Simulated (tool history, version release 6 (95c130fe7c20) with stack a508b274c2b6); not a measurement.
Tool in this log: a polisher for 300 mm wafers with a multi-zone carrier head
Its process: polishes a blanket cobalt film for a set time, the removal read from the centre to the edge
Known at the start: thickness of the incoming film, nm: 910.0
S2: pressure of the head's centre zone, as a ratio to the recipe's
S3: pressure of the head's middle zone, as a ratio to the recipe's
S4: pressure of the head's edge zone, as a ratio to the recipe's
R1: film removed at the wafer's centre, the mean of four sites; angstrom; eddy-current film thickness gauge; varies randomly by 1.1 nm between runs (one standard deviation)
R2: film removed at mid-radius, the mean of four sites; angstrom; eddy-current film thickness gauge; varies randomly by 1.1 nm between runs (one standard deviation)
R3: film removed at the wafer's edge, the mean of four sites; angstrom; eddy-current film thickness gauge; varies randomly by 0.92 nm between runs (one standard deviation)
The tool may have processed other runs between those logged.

run 1 hour=0.0 | flow_of_slurry_(ml/min)=280 S2=1.00 S3=1.00 S4=1.00 polishing_time_(s)=31 | R1=930.16 R2=965.11 R3=949.25
run 2 hour=4.8 | flow_of_slurry_(ml/min)=285 S2=1.01 S3=1.02 S4=1.02 polishing_time_(s)=32 | R1=979.88 R2=1008.50 R3=997.49
run 3 hour=11.2 | flow_of_slurry_(ml/min)=295 S2=1.01 S3=1.04 S4=1.03 polishing_time_(s)=33 | R1=1023.60 R2=1060.00 R3=1037.50
run 4 hour=18.5 | flow_of_slurry_(ml/min)=300 S2=1.01 S3=1.06 S4=1.04 polishing_time_(s)=34 | R1=1056.00 R2=1127.10 R3=1060.90
run 5 hour=19.5 | flow_of_slurry_(ml/min)=300 S2=1.01 S3=1.06 S4=1.04 polishing_time_(s)=27 | R1=840.78 R2=892.46 R3=851.19
run 6 hour=22.2 | flow_of_slurry_(ml/min)=300 S2=1.01 S3=1.07 S4=1.06 polishing_time_(s)=29 | R1=903.01 R2=966.66 R3=919.88

What does the tool deliver on the next run?
run 7 hour=27.3 | flow_of_slurry_(ml/min)=300 S2=1.01 S3=1.08 S4=1.07 polishing_time_(s)=30 | R1=? R2=? R3=?

{"run 7": {"R1": 915.38, "R2": 1007.1, "R3": 951.35}}
